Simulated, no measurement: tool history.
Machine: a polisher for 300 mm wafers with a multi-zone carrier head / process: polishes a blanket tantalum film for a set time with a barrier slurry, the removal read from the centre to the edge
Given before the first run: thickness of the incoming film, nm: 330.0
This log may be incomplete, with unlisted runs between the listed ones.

run	day	flow of slurry (ml/min)	pressure of the head's centre zone	pressure of the head's middle zone	pressure of the head's edge zone	abrasive content of the slurry	polishing time (s)	film removed at the wafer's centre (nm)	film removed at mid-radius (nm)	film removed at the wafer's edge (nm)
1	0.000	180	1.00	1.00	1.00	1.00	58	106.70	106.46	108.78
2	0.033	180	1.00	0.94	1.00	1.00	58	106.33	101.19	109.39
3	0.217	180	1.00	1.00	1.00	1.00	58	109.62	106.81	109.07
4	0.425	180	1.00	1.00	1.00	1.10	58	111.63	109.91	112.58
5	0.542	180	1.00	1.00	0.94	1.10	58	110.62	111.42	110.12
6	0.846	195	1.01	1.03	0.99	1.20	61	126.26	125.33	126.32
7	1.179	215	1.02	1.07	1.02	1.25	61	132.55	133.99	129.56
8	1.408	220	1.03	1.08	1.05	1.30	62	134.73	140.02	136.03
9	1.642	260	1.13	1.11	1.15	1.50	65	171.56	158.46	158.49
10	1.821	260	1.11	1.11	1.15	1.50	65	168.57	158.62	157.38

What will run 11 give?
11	2.162	260	1.10	1.11	1.16	1.50	65	?	?	?

For run 11 the tool returned film removed at the wafer's centre (nm) 167.45, film removed at mid-radius (nm) 158.81, film removed at the wafer's edge (nm) 159.99.
